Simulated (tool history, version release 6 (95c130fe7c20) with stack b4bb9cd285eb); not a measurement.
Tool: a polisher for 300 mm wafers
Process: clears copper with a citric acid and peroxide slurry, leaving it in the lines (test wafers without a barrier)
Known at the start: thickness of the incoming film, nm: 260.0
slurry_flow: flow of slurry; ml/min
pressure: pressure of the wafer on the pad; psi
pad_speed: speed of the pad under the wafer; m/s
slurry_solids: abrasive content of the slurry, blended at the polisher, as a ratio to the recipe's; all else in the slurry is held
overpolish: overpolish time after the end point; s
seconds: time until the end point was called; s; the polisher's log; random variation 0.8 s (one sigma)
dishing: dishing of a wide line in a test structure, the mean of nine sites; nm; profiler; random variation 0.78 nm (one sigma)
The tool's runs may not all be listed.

run,hour,slurry_flow,pressure,pad_speed,slurry_solids,overpolish,seconds,dishing
1,0.0,270,2.9,1.08,1.0,22,105.990,37.979
2,6.3,315,2.9,1.08,1.0,22,101.120,39.691
3,7.0,315,2.9,1.08,1.0,26,101.890,44.707
4,9.2,370,2.9,1.08,1.0,26,98.638,44.753
5,10.4,370,2.9,1.08,1.0,33,101.160,53.704
6,11.0,375,3.1,1.08,1.0,32,94.826,56.169
7,17.1,380,3.2,1.08,1.0,31,90.652,56.355
8,23.9,380,3.3,1.08,1.0,30,87.684,54.852
9,26.6,380,3.4,1.08,1.0,30,85.747,57.737
10,30.7,380,3.5,1.08,1.0,29,83.700,57.021
11,32.3,380,3.6,1.08,1.0,29,80.235,57.334

Run 12 comes next. What will it give?
12,38.6,385,3.7,1.08,1.0,29,?,?

Run 12 gave seconds 78.310 s, dishing 60.060 nm.
